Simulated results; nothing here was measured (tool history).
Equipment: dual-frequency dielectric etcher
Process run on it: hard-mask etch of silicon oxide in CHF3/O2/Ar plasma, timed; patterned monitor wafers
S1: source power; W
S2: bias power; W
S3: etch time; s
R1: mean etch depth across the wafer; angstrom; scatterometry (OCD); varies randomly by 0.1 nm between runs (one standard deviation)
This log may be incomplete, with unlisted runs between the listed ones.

Run 1, hour 0.0: S1 690 W, S2 143 W, S3 14 s. Result: R1 270.24 angstrom.
Run 2, hour 8.9: S1 690 W, S2 143 W, S3 14 s. Result: R1 270.65 angstrom.
Run 3, hour 14.1: S1 650 W, S2 138 W, S3 14 s. Result: R1 262.09 angstrom.
Run 4, hour 15.1: S1 650 W, S2 138 W, S3 14 s. Result: R1 262.91 angstrom.
Run 5, hour 15.8: S1 650 W, S2 158 W, S3 14 s. Result: R1 270.82 angstrom.
Run 6, hour 17.5: S1 610 W, S2 152 W, S3 14 s. Result: R1 261.85 angstrom.

Forecast run 7:
Run 7, hour 22.1: S1 580 W, S2 148 W, S3 14 s. Result: R1 ?.

{"run 7": {"R1": 253.76}}
